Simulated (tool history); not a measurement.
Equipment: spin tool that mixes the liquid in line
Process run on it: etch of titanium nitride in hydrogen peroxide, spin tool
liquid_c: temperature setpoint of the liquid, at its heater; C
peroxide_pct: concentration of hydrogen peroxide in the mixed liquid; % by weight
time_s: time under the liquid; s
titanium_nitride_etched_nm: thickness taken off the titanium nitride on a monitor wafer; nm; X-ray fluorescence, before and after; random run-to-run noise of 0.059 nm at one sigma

run	hour	liquid_c	peroxide_pct	time_s	titanium_nitride_etched_nm
1	0	49	21.5	315	11.505
2	8.6	49	23.5	315	11.686
3	11.5	45	23.5	315	8.6519
4	15.3	45	23.5	335	9.2924
5	17.9	45	27.5	335	9.5877
6	27	46.5	27.5	335	10.681
7	34.9	48	27.5	335	11.985
8	37	49	27.5	335	12.887
9	37.9	50	27.5	335	13.785

Forecast run 10:
10	45.4	50.5	27.5	335	?

{"run 10": {"titanium_nitride_etched_nm": 14.344}}
